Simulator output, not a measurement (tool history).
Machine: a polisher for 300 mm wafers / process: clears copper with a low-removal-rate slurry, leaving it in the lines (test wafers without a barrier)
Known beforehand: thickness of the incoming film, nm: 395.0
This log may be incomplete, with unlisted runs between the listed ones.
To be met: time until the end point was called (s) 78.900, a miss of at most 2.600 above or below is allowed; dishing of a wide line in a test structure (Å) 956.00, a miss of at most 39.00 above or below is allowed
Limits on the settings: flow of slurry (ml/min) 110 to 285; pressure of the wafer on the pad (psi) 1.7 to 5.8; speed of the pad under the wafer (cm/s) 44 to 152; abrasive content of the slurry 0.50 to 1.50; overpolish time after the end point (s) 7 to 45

run	hour	flow of slurry (ml/min)	pressure of the wafer on the pad (psi)	speed of the pad under the wafer (cm/s)	abrasive content of the slurry	overpolish time after the end point (s)	time until the end point was called (s)	dishing of a wide line in a test structure (Å)
1	0.0	180	3.7	98	1.00	23	137.900	419.34
2	6.9	175	4.3	100	1.00	26	124.160	524.24
3	8.0	185	4.8	104	1.00	27	107.020	595.96
4	15.7	185	5.1	108	1.00	29	100.020	663.69
5	16.7	185	5.1	108	1.10	29	96.447	662.37
6	19.0	185	5.1	108	1.00	29	100.690	644.91
7	20.2	185	5.3	112	1.00	31	93.551	720.16
8	21.1	190	5.5	114	1.00	33	89.590	773.20
9	28.1	190	5.6	118	1.00	34	85.778	817.68
10	32.4	190	5.7	120	1.00	35	84.491	875.15
11	38.9	195	5.7	122	1.00	35	81.244	870.33
12	41.0	195	5.8	122	1.00	37	80.173	912.22

Next run, 5 choices. One meets every target within its allowed miss, the rest don't. Which?
A	43.1	190	5.6	120	0.95	37	?	?
B	43.1	210	5.6	116	0.95	43	?	?
C	43.1	185	5.8	126	0.95	39	?	?
D	43.1	195	5.7	126	1.05	33	?	?
E	43.1	225	5.8	114	0.85	43	?	?

move	time until the end point was called (s)	dishing of a wide line in a test structure (Å)
A	84.398	888.82
B	85.857	961.65
C	78.853	958.48
D	77.660	873.34
E	86.122	963.70
A: misses by more than the last run did
B: the worst result of the last run now meets its target, but another is out of spec
C: all results in spec
D: misses by more than the last run did
E: the worst result of the last run now meets its target, but another is out of spec
Move C is the one to make.
